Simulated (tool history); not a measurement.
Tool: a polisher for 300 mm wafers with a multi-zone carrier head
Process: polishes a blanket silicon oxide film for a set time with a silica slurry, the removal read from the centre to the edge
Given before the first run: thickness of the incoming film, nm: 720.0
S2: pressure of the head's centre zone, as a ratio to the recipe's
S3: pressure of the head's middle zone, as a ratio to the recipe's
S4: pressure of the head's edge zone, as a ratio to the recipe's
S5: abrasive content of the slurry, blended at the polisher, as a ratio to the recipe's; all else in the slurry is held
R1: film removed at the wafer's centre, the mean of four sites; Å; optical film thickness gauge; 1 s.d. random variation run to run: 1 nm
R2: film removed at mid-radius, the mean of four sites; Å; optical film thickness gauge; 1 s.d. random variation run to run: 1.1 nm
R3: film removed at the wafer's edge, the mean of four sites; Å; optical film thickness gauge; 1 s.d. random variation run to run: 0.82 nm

run 1 hour=0 | flow_of_slurry_(ml/min)=295 S2=1 S3=1 S4=1 S5=1 polishing_time_(s)=41 | R1=1514.8 R2=1488.9 R3=1437.3
run 2 hour=8.1 | flow_of_slurry_(ml/min)=365 S2=1 S3=1 S4=1 S5=1 polishing_time_(s)=41 | R1=1542.6 R2=1518.6 R3=1477.6
run 3 hour=16.5 | flow_of_slurry_(ml/min)=345 S2=0.94 S3=0.99 S4=0.96 S5=0.9 polishing_time_(s)=41 | R1=1364.6 R2=1422.6 R3=1377.5
run 4 hour=19.6 | flow_of_slurry_(ml/min)=325 S2=0.9 S3=0.98 S4=0.92 S5=0.85 polishing_time_(s)=41 | R1=1266.3 R2=1378.4 R3=1302
run 5 hour=26 | flow_of_slurry_(ml/min)=325 S2=0.9 S3=0.98 S4=0.92 S5=1 polishing_time_(s)=41 | R1=1364.3 R2=1465 R3=1405.3
run 6 hour=34.3 | flow_of_slurry_(ml/min)=325 S2=0.9 S3=0.98 S4=0.92 S5=1 polishing_time_(s)=34 | R1=1121.9 R2=1219.3 R3=1165.1
run 7 hour=40.1 | flow_of_slurry_(ml/min)=325 S2=0.88 S3=0.99 S4=0.92 S5=1 polishing_time_(s)=34 | R1=1111 R2=1214.8 R3=1165

Predict the results of run 8:
run 8 hour=41.2 | flow_of_slurry_(ml/min)=325 S2=0.88 S3=0.99 S4=0.92 S5=1 polishing_time_(s)=34 | R1=? R2=? R3=?

R1: 1091.4 Å
R2: 1226.7 Å
R3: 1170.9 Å
